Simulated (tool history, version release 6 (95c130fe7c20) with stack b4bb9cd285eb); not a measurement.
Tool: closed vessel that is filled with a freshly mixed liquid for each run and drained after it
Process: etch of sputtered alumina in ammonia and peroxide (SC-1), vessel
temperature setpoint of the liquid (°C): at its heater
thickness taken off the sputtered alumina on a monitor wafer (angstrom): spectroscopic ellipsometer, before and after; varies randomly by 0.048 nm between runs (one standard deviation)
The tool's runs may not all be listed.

| run | hour | temperature setpoint of the liquid (°C) | parts of 29 % ammonia solution to one part of 30 % peroxide (parts by volume) | time in the liquid (s) | thickness taken off the sputtered alumina on a monitor wafer (angstrom) |
|---|---|---|---|---|---|
| 1 | 0 | 52 | 0.55 | 290 | 188.64 |
| 2 | 3.2 | 57 | 0.55 | 290 | 243.79 |
| 3 | 4 | 57 | 0.75 | 290 | 251.12 |
| 4 | 6.3 | 57 | 0.65 | 290 | 249.39 |
| 5 | 7.8 | 54 | 0.65 | 290 | 212.4 |
| 6 | 11.3 | 51 | 0.65 | 290 | 181.7 |
| 7 | 17.2 | 48.5 | 0.65 | 290 | 157.39 |
| 8 | 24.2 | 47 | 0.65 | 290 | 146.09 |
| 9 | 29 | 45.5 | 0.65 | 290 | 133.45 |
|  | 33 | ammonia flow meter replaced |
| 10 | 33 | 44.5 | 0.65 | 290 | 125.05 |
| 11 | 35.5 | 44 | 0.65 | 290 | 120.1 |
| 12 | 38.8 | 43.5 | 0.65 | 290 | 117.23 |
| 13 | 44.9 | 43 | 0.65 | 290 | 114.64 |

Run 14 comes next. What will it give?
| 14 | 49.8 | 42.5 | 0.65 | 290 | ? |

{"run 14": {"thickness taken off the sputtered alumina on a monitor wafer (angstrom)": 111.01}}

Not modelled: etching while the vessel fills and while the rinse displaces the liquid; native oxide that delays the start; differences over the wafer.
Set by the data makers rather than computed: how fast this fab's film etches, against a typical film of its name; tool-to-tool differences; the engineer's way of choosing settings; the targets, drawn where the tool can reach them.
